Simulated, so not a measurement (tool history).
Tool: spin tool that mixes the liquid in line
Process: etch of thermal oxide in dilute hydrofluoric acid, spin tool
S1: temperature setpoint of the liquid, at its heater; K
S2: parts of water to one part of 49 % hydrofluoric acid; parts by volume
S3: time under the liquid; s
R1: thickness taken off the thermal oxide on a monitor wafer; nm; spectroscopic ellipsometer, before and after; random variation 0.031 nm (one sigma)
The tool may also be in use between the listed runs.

run	hour	S1	S2	S3	R1
1	0	294.15	215	315	5.6611
2	8.2	293.65	220	315	5.4598
3	9.4	295.65	220	315	5.8017
4	17.3	295.65	145	315	9.64
5	25	297.15	145	315	10.117
6	33.8	293.65	145	315	8.8759
7	39.7	293.15	165	315	7.4928
8	44.5	292.65	180	315	6.6498
9	52.7	292.65	180	315	6.6361
10	53.5	292.15	190	315	6.1165
11	62.5	291.65	200	315	5.5937
12	68.3	291.15	210	315	5.2307
13	76.1	291.15	215	315	5.028
14	82.6	291.15	220	315	4.8627

The next listed run, before its measurement:
15	83.5	291.15	225	315	?

{"run 15": {"R1": 4.8156}}

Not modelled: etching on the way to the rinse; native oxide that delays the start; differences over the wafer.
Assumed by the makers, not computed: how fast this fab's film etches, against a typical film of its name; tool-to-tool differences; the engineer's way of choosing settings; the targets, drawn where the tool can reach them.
